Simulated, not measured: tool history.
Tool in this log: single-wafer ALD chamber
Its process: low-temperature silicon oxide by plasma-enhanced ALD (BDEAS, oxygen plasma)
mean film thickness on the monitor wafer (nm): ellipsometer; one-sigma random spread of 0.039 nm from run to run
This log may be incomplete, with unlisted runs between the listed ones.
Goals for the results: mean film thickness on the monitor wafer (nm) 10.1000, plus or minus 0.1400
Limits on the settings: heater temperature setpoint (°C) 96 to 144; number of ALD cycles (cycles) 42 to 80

| run | hour | heater temperature setpoint (°C) | number of ALD cycles (cycles) | mean film thickness on the monitor wafer (nm) |
|---|---|---|---|---|
| 1 | 0.0 | 120 | 61 | 8.3363 |
| 2 | 2.8 | 110 | 61 | 8.4484 |
| 3 | 4.6 | 110 | 54 | 7.5075 |
| 4 | 13.3 | 114 | 54 | 7.3839 |
| 5 | 19.4 | 112 | 58 | 8.0597 |
| 6 | 26.6 | 112 | 52 | 7.1575 |
| 7 | 29.3 | 110 | 57 | 7.9065 |
| 8 | 35.6 | 101 | 67 | 9.5188 |
| 9 | 41.1 | 101 | 68 | 9.6162 |

Pick the move, out of 4, that brings all results within their allowed miss; only one does.
| A | 46.6 | 102 | 67 | ? |
| B | 46.6 | 106 | 72 | ? |
| C | 46.6 | 101 | 73 | ? |
| D | 46.6 | 96 | 66 | ? |

| move | mean film thickness on the monitor wafer (nm) |
|---|---|
| A | 9.4270 |
| B | 10.0520 |
| C | 10.2970 |
| D | 9.4885 |
A: lands further from the targets than the last run did
B: hits every target within its allowed miss
C: carries the result that was furthest off beyond its target, to the other side
D: lands further from the targets than the last run did
The right move is B.
